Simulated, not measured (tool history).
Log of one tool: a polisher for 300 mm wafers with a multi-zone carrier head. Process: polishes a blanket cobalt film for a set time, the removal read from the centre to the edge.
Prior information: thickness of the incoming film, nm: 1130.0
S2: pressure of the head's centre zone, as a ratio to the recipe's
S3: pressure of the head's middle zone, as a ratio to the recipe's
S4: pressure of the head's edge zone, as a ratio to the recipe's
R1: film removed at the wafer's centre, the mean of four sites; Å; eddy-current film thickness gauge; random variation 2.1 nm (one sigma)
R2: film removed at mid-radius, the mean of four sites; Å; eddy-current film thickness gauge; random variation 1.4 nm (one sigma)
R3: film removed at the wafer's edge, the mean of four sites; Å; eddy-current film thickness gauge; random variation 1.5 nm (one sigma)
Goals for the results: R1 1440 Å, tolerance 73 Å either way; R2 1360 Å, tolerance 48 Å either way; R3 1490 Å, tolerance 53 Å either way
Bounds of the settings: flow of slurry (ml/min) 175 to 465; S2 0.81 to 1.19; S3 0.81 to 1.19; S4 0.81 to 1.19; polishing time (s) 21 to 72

{"run": 1, "hour": 0.0, "flow of slurry (ml/min)": 295, "S2": 1, "S3": 1, "S4": 1, "polishing time (s)": 46, "R1": 1627.1, "R2": 1658.3, "R3": 1623.1}
{"run": 2, "hour": 4.1, "flow of slurry (ml/min)": 295, "S2": 1, "S3": 1, "S4": 1, "polishing time (s)": 41, "R1": 1508.1, "R2": 1461, "R3": 1463}
{"run": 3, "hour": 7.7, "flow of slurry (ml/min)": 290, "S2": 0.99, "S3": 0.98, "S4": 1.01, "polishing time (s)": 41, "R1": 1503.4, "R2": 1435.9, "R3": 1483.9}
{"run": 4, "hour": 9.6, "flow of slurry (ml/min)": 230, "S2": 0.99, "S3": 0.98, "S4": 1.01, "polishing time (s)": 41, "R1": 1421, "R2": 1354.7, "R3": 1414}
{"run": 5, "hour": 18.2, "flow of slurry (ml/min)": 230, "S2": 0.93, "S3": 0.98, "S4": 1.01, "polishing time (s)": 41, "R1": 1296.3, "R2": 1387.1, "R3": 1449.5}
{"run": 6, "hour": 19.7, "flow of slurry (ml/min)": 230, "S2": 0.86, "S3": 0.98, "S4": 1.01, "polishing time (s)": 41, "R1": 1230.9, "R2": 1358.9, "R3": 1411.7}
{"run": 7, "hour": 26.9, "flow of slurry (ml/min)": 245, "S2": 0.88, "S3": 0.97, "S4": 1.01, "polishing time (s)": 41, "R1": 1267, "R2": 1380.1, "R3": 1453.9}
{"run": 8, "hour": 31.8, "flow of slurry (ml/min)": 255, "S2": 0.9, "S3": 0.96, "S4": 1.01, "polishing time (s)": 41, "R1": 1313.8, "R2": 1376.1, "R3": 1476.6}
{"run": 9, "hour": 32.5, "flow of slurry (ml/min)": 260, "S2": 0.92, "S3": 0.95, "S4": 1.01, "polishing time (s)": 41, "R1": 1294.8, "R2": 1372.9, "R3": 1447.3}

Which of these 4 next moves meets every target?
{"run": "A", "hour": 33.2, "flow of slurry (ml/min)": 260, "S2": 0.97, "S3": 0.93, "S4": 1.04, "polishing time (s)": 41, "R1": "?", "R2": "?", "R3": "?"}
{"run": "B", "hour": 33.2, "flow of slurry (ml/min)": 245, "S2": 1.09, "S3": 1.01, "S4": 1.03, "polishing time (s)": 39, "R1": "?", "R2": "?", "R3": "?"}
{"run": "C", "hour": 33.2, "flow of slurry (ml/min)": 280, "S2": 0.83, "S3": 0.96, "S4": 1.07, "polishing time (s)": 40, "R1": "?", "R2": "?", "R3": "?"}
{"run": "D", "hour": 33.2, "flow of slurry (ml/min)": 240, "S2": 0.86, "S3": 0.96, "S4": 0.94, "polishing time (s)": 40, "R1": "?", "R2": "?", "R3": "?"}

move=A R1=1446.2 R2=1334.9 R3=1457.7
move=B R1=1529.6 R2=1345.7 R3=1367.9
move=C R1=1222.8 R2=1355 R3=1454.9
move=D R1=1229.6 R2=1319.1 R3=1339.9
A: every result within its allowed miss
B: pushes the last run's worst result past its target
C: moves away from the targets compared with the last run
D: moves away from the targets compared with the last run
Move A is the one to make.
